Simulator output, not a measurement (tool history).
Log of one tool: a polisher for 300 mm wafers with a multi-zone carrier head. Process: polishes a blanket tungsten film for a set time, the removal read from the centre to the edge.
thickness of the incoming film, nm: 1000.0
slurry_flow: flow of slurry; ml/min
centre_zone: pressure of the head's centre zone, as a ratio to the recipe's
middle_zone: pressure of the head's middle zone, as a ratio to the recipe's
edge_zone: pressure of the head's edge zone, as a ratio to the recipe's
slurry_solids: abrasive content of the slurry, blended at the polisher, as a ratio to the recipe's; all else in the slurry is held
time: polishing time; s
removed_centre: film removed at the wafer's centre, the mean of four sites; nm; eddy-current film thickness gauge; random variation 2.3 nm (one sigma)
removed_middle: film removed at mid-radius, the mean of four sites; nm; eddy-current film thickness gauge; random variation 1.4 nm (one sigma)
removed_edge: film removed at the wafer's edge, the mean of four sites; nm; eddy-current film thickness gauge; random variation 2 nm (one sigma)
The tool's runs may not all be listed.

Run 1, hour 0: slurry_flow 135 ml/min, centre_zone 1, middle_zone 1, edge_zone 1, slurry_solids 1, time 67 s. Result: removed_centre 269.75 nm, removed_middle 272.39 nm, removed_edge 275.72 nm.
Run 2, hour 1.2: slurry_flow 135 ml/min, centre_zone 1, middle_zone 1, edge_zone 0.96, slurry_solids 1, time 67 s. Result: removed_centre 274.88 nm, removed_middle 271.95 nm, removed_edge 268.36 nm.
Run 3, hour 10: slurry_flow 135 ml/min, centre_zone 1, middle_zone 1, edge_zone 1.04, slurry_solids 1, time 67 s. Result: removed_centre 274.62 nm, removed_middle 274.65 nm, removed_edge 285.2 nm.
Run 4, hour 15.3: slurry_flow 135 ml/min, centre_zone 1, middle_zone 0.95, edge_zone 1.04, slurry_solids 1, time 67 s. Result: removed_centre 273.28 nm, removed_middle 260.42 nm, removed_edge 284.98 nm.
Run 5, hour 18.7: slurry_flow 125 ml/min, centre_zone 0.96, middle_zone 0.94, edge_zone 0.97, slurry_solids 0.85, time 64 s. Result: removed_centre 238.47 nm, removed_middle 231.76 nm, removed_edge 245.87 nm.
Run 6, hour 20.8: slurry_flow 125 ml/min, centre_zone 0.9, middle_zone 0.94, edge_zone 0.97, slurry_solids 0.85, time 64 s. Result: removed_centre 227.65 nm, removed_middle 232.77 nm, removed_edge 246.41 nm.
Run 7, hour 25.3: slurry_flow 115 ml/min, centre_zone 0.88, middle_zone 0.93, edge_zone 0.92, slurry_solids 0.75, time 62 s. Result: removed_centre 196.8 nm, removed_middle 211.16 nm, removed_edge 220.22 nm.

The next listed run, before its measurement:
Run 8, hour 25.8: slurry_flow 110 ml/min, centre_zone 0.9, middle_zone 0.92, edge_zone 0.88, slurry_solids 0.65, time 62 s. Result: removed_centre ?, removed_middle ?, removed_edge ?.

removed_centre: 194.93 nm
removed_middle: 203.04 nm
removed_edge: 206.98 nm
